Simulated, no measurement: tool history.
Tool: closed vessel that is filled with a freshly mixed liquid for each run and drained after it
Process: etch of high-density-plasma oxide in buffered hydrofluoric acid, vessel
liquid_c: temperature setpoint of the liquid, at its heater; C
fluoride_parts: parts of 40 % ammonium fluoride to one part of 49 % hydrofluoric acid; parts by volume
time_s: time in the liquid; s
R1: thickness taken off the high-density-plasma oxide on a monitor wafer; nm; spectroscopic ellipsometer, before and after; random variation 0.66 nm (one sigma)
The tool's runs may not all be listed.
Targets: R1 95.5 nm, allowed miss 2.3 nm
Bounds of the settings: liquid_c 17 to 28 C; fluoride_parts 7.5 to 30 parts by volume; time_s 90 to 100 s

Run 1, day 0: liquid_c 20 C, fluoride_parts 21 parts by volume, time_s 90 s. Result: R1 58.6 nm.
Run 2, day 0.062: liquid_c 20 C, fluoride_parts 21 parts by volume, time_s 90 s. Result: R1 57.982 nm.
Run 3, day 0.396: liquid_c 21.5 C, fluoride_parts 20.5 parts by volume, time_s 90 s. Result: R1 64.133 nm.
Run 4, day 0.438: liquid_c 21.5 C, fluoride_parts 20.5 parts by volume, time_s 100 s. Result: R1 72.295 nm.
Run 5, day 0.475: liquid_c 24 C, fluoride_parts 20.5 parts by volume, time_s 100 s. Result: R1 81.953 nm.
Run 6, day 0.762: liquid_c 21.5 C, fluoride_parts 20.5 parts by volume, time_s 100 s. Result: R1 72.124 nm.
Run 7, day 0.912: liquid_c 22.5 C, fluoride_parts 20.5 parts by volume, time_s 100 s. Result: R1 75.246 nm.
Run 8, day 1.008: liquid_c 23.5 C, fluoride_parts 20.5 parts by volume, time_s 100 s. Result: R1 79.215 nm.
Run 9, day 1.208: liquid_c 27.5 C, fluoride_parts 20.5 parts by volume, time_s 100 s. Result: R1 98.587 nm.

Which of these 5 next moves meets every target?
Run A, day 1.408: liquid_c 26 C, fluoride_parts 17 parts by volume, time_s 95 s. Result: R1 ?.
Run B, day 1.408: liquid_c 26 C, fluoride_parts 17.5 parts by volume, time_s 95 s. Result: R1 ?.
Run C, day 1.408: liquid_c 28 C, fluoride_parts 18.5 parts by volume, time_s 90 s. Result: R1 ?.
Run D, day 1.408: liquid_c 28 C, fluoride_parts 19 parts by volume, time_s 95 s. Result: R1 ?.
Run E, day 1.408: liquid_c 27.5 C, fluoride_parts 20 parts by volume, time_s 95 s. Result: R1 ?.

move      R1
   A  102.67
   B  99.783
   C  99.642
   D  102.45
   E   94.84
A: further off than the last run
B: further off than the last run
C: further off than the last run
D: further off than the last run
E: meets every target
Move E is the one to make.
